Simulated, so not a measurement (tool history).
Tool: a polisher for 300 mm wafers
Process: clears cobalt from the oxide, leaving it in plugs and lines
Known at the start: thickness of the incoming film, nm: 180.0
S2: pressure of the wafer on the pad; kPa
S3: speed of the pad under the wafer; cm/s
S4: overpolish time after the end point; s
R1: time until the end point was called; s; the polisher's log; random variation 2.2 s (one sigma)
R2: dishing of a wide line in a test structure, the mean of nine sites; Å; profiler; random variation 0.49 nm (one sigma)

run 1 hour=0 | flow_of_slurry_(ml/min)=305 S2=13.1 S3=86 S4=29 | R1=52.8 R2=667.14
run 2 hour=5.1 | flow_of_slurry_(ml/min)=305 S2=13.1 S3=72 S4=29 | R1=60.234 R2=610.35
run 3 hour=9.5 | flow_of_slurry_(ml/min)=305 S2=13.1 S3=72 S4=23 | R1=61.894 R2=531.65
run 4 hour=12.7 | flow_of_slurry_(ml/min)=305 S2=13.1 S3=72 S4=18 | R1=60.367 R2=443.46
run 5 hour=13.4 | flow_of_slurry_(ml/min)=305 S2=13.1 S3=60 S4=18 | R1=70.921 R2=398.21
run 6 hour=14.2 | flow_of_slurry_(ml/min)=250 S2=13.1 S3=60 S4=18 | R1=73.026 R2=369.26
run 7 hour=22.3 | flow_of_slurry_(ml/min)=250 S2=13.1 S3=60 S4=18 | R1=75.804 R2=373.05

Run 8 comes next. What will it give?
run 8 hour=24.1 | flow_of_slurry_(ml/min)=245 S2=12.4 S3=60 S4=19 | R1=? R2=?

Run 8 gave R1 78.459 s, R2 379.59 Å.
